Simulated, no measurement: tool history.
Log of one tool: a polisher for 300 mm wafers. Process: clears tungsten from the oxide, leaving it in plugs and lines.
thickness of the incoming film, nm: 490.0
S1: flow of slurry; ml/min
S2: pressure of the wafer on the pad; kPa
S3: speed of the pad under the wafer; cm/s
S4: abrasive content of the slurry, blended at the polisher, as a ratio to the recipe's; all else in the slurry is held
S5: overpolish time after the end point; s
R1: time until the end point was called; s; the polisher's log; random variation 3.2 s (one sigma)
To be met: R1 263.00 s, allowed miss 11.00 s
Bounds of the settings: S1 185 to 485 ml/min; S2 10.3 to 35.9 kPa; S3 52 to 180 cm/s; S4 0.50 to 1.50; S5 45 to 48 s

run 1 hour=0.0 | S1=310 S2=22.8 S3=116 S4=1.00 S5=45 | R1=138.93
run 2 hour=2.3 | S1=310 S2=22.8 S3=140 S4=1.00 S5=45 | R1=117.99
run 3 hour=11.3 | S1=310 S2=22.8 S3=140 S4=1.00 S5=48 | R1=117.08
run 4 hour=16.4 | S1=340 S2=22.8 S3=140 S4=1.00 S5=48 | R1=115.89
run 5 hour=18.4 | S1=340 S2=22.8 S3=120 S4=1.00 S5=48 | R1=138.45
run 6 hour=20.0 | S1=415 S2=22.8 S3=120 S4=1.00 S5=48 | R1=136.62
run 7 hour=20.6 | S1=415 S2=19.3 S3=116 S4=1.00 S5=48 | R1=156.79
-- hour=27.3 slurry tank refilled with fresh slurry and peroxide
run 8 hour=27.3 | S1=415 S2=16.5 S3=108 S4=1.00 S5=48 | R1=145.30
run 9 hour=34.9 | S1=435 S2=22.8 S3=90 S4=0.85 S5=47 | R1=137.36
run 10 hour=41.4 | S1=425 S2=18.6 S3=78 S4=1.05 S5=47 | R1=178.92
run 11 hour=45.5 | S1=420 S2=15.9 S3=70 S4=1.10 S5=47 | R1=226.19

5 next moves are on the table. One of them brings every result within its allowed miss. Which?
run A hour=49.6 | S1=470 S2=13.1 S3=66 S4=1.40 S5=45 | R1=?
run B hour=49.6 | S1=425 S2=15.2 S3=82 S4=1.15 S5=45 | R1=?
run C hour=49.6 | S1=475 S2=13.1 S3=74 S4=1.25 S5=48 | R1=?
run D hour=49.6 | S1=385 S2=13.8 S3=86 S4=1.20 S5=45 | R1=?
run E hour=49.6 | S1=445 S2=17.2 S3=72 S4=1.10 S5=45 | R1=?

move=A R1=263.25
move=B R1=198.76
move=C R1=241.26
move=D R1=204.97
move=E R1=203.50
A: meets every target
B: further off than the last run
C: nearer than the last run, and not there yet
D: further off than the last run
E: further off than the last run
The right move is A.
